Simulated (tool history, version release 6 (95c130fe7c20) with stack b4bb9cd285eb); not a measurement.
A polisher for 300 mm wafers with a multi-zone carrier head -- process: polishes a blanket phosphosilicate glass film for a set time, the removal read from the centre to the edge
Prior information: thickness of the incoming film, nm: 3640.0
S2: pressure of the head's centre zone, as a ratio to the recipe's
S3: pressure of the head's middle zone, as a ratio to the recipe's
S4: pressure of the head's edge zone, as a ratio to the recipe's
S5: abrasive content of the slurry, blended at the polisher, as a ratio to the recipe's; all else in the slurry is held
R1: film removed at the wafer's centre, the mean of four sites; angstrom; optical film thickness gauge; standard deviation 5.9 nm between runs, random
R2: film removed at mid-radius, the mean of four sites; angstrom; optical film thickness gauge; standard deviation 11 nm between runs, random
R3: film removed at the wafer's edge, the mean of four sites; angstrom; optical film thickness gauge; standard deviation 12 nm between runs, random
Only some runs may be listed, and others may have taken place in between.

{"run": 1, "hour": 0.0, "flow of slurry (ml/min)": 155, "S2": 1, "S3": 1, "S4": 1, "S5": 1, "polishing time (s)": 60, "R1": 4727.1, "R2": 4867.7, "R3": 5139.5}
{"run": 2, "hour": 4.7, "flow of slurry (ml/min)": 120, "S2": 1, "S3": 1, "S4": 1, "S5": 1, "polishing time (s)": 60, "R1": 4245, "R2": 4381.3, "R3": 4984.2}
{"run": 3, "hour": 11.3, "flow of slurry (ml/min)": 125, "S2": 1.01, "S3": 1.01, "S4": 1.03, "S5": 1.1, "polishing time (s)": 64, "R1": 4866.6, "R2": 5080.6, "R3": 5642.7}
{"run": 4, "hour": 18.5, "flow of slurry (ml/min)": 125, "S2": 1.01, "S3": 0.97, "S4": 1.03, "S5": 1.1, "polishing time (s)": 64, "R1": 4928.1, "R2": 4881.7, "R3": 5670.5}
{"run": 5, "hour": 21.6, "flow of slurry (ml/min)": 125, "S2": 1.01, "S3": 0.97, "S4": 1.03, "S5": 1.1, "polishing time (s)": 56, "R1": 4335.6, "R2": 4330.7, "R3": 4808.2}
{"run": 6, "hour": 28.0, "flow of slurry (ml/min)": 125, "S2": 1.01, "S3": 0.97, "S4": 1.03, "S5": 1.1, "polishing time (s)": 65, "R1": 5022.8, "R2": 4954.6, "R3": 5573.5}
{"run": 7, "hour": 35.7, "flow of slurry (ml/min)": 120, "S2": 1.03, "S3": 1, "S4": 1.06, "S5": 1.2, "polishing time (s)": 68, "R1": 5380.7, "R2": 5402.2, "R3": 6162.9}
{"run": 8, "hour": 40.7, "flow of slurry (ml/min)": 165, "S2": 1.09, "S3": 1.1, "S4": 1.15, "S5": 1.45, "polishing time (s)": 80, "R1": 8559.3, "R2": 8292.7, "R3": 8878.9}
{"run": 9, "hour": 44.9, "flow of slurry (ml/min)": 155, "S2": 1.07, "S3": 1.1, "S4": 1.15, "S5": 1.45, "polishing time (s)": 80, "R1": 8114.3, "R2": 8325.9, "R3": 8606.3}

The next listed run, before its measurement:
{"run": 10, "hour": 48.7, "flow of slurry (ml/min)": 150, "S2": 1.06, "S3": 1.08, "S4": 1.16, "S5": 1.45, "polishing time (s)": 81, "R1": "?", "R2": "?", "R3": "?"}

{"run 10": {"R1": 8110.2, "R2": 8416, "R3": 8803}}

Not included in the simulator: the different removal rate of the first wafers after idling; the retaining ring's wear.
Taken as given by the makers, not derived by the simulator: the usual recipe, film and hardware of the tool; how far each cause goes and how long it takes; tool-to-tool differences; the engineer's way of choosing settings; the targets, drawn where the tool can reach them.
